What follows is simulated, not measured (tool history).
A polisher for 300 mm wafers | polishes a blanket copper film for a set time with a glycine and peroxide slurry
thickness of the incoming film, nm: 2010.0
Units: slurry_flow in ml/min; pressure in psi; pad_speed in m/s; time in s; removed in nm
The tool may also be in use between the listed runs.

run,hour,slurry_flow,pressure,pad_speed,time,removed
1,0,170,2,1.1,52,244.03
2,4.2,170,2,0.86,52,206.2
3,11.1,170,2,1.12,52,249.85
4,13.3,205,2,1.12,52,247.85
5,19.1,205,2,1.12,47,225.03
6,27.3,180,2,1.12,47,219.88
7,30.2,180,1.9,1.12,47,216.78
8,36.1,180,1.8,1.12,47,210.23

The next listed run, before its measurement:
9,41.4,180,1.7,1.12,47,?

Run 9 gave removed 201.41 nm.
